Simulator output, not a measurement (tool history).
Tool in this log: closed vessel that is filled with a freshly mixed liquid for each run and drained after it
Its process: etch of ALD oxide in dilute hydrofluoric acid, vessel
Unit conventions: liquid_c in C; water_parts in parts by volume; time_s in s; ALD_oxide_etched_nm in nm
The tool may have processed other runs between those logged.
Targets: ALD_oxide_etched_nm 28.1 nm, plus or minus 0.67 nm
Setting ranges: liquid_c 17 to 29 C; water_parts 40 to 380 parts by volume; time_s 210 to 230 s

run 1 hour=0 | liquid_c=21 water_parts=210 time_s=210 | ALD_oxide_etched_nm=13.88
run 2 hour=5.9 | liquid_c=21 water_parts=210 time_s=210 | ALD_oxide_etched_nm=13.865
run 3 hour=10.2 | liquid_c=22.5 water_parts=195 time_s=210 | ALD_oxide_etched_nm=16.303
run 4 hour=12.7 | liquid_c=22.5 water_parts=140 time_s=210 | ALD_oxide_etched_nm=23.872
run 5 hour=19.2 | liquid_c=23.5 water_parts=140 time_s=210 | ALD_oxide_etched_nm=24.597
run 6 hour=24.2 | liquid_c=22 water_parts=140 time_s=210 | ALD_oxide_etched_nm=23.371
run 7 hour=26.4 | liquid_c=22 water_parts=140 time_s=210 | ALD_oxide_etched_nm=23.511
run 8 hour=32.9 | liquid_c=23 water_parts=140 time_s=210 | ALD_oxide_etched_nm=24.275

Exactly one of the 5 candidate moves below puts every result within its allowed miss. Which one?
run A hour=39.4 | liquid_c=23 water_parts=125 time_s=215 | ALD_oxide_etched_nm=?
run B hour=39.4 | liquid_c=24 water_parts=140 time_s=220 | ALD_oxide_etched_nm=?
run C hour=39.4 | liquid_c=23 water_parts=140 time_s=230 | ALD_oxide_etched_nm=?
run D hour=39.4 | liquid_c=24 water_parts=165 time_s=210 | ALD_oxide_etched_nm=?
run E hour=39.4 | liquid_c=25.5 water_parts=155 time_s=230 | ALD_oxide_etched_nm=?

move=A ALD_oxide_etched_nm=28.206
move=B ALD_oxide_etched_nm=26.33
move=C ALD_oxide_etched_nm=26.483
move=D ALD_oxide_etched_nm=20.727
move=E ALD_oxide_etched_nm=25.865
A: in spec on every target
B: better than the last run, though not everything is in spec
C: better than the last run, though not everything is in spec
D: misses by more than the last run did
E: better than the last run, though not everything is in spec
Go with A: it meets all targets.

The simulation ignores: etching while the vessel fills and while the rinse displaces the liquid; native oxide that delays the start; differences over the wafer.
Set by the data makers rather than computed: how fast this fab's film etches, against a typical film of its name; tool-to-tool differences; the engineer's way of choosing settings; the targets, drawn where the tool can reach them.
